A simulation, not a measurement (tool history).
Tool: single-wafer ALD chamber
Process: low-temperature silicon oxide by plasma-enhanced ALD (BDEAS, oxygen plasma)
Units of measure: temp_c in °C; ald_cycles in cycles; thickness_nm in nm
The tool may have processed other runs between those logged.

run,day,temp_c,ald_cycles,thickness_nm
1,0,120,26,3.7338
2,0.192,121,25,3.6062
3,0.542,117,25,3.6329
4,0.733,106,25,3.6881
5,0.896,106,27,3.9959
6,1.15,97,27,4.0554
7,1.233,109,23,3.3747
8,1.521,109,22,3.2291

The next listed run, before its measurement:
9,1.867,109,21,?

{"run 9": {"thickness_nm": 3.0819}}
